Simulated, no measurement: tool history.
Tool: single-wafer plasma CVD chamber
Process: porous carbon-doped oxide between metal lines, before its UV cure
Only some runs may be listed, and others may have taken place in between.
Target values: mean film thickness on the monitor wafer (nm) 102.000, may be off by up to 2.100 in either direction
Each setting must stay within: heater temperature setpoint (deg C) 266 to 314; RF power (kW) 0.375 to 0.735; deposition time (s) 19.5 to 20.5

run	hour	heater temperature setpoint (deg C)	RF power (kW)	deposition time (s)	mean film thickness on the monitor wafer (nm)
1	0.0	290	0.555	20.5	136.320
2	1.0	295	0.520	20.4	125.280
3	4.9	295	0.570	20.4	132.220
4	13.7	299	0.540	20.3	125.950
5	22.6	302	0.510	20.2	116.410
6	23.6	302	0.510	20.5	118.290
7	25.3	305	0.495	20.5	114.630
8	31.1	307	0.480	20.5	110.550
9	35.4	309	0.470	20.5	107.460
10	41.5	309	0.470	20.5	106.370
11	46.9	310	0.470	20.5	106.780
12	53.3	310	0.470	20.5	106.540
13	54.6	311	0.465	20.5	105.680

5 candidate next runs follow, results not yet known. Just one meets every target within its allowed miss. Identify it.
A	55.9	312	0.485	20.5	?
B	55.9	312	0.490	20.5	?
C	55.9	314	0.465	19.5	?
D	55.9	299	0.440	20.5	?
E	55.9	305	0.440	20.0	?

move	mean film thickness on the monitor wafer (nm)
A	107.850
B	108.650
C	98.487
D	108.310
E	101.810
A: misses by more than the last run did
B: misses by more than the last run did
C: carries the result that was furthest off beyond its target, to the other side
D: misses by more than the last run did
E: hits every target within its allowed miss
The move that meets every target is E.

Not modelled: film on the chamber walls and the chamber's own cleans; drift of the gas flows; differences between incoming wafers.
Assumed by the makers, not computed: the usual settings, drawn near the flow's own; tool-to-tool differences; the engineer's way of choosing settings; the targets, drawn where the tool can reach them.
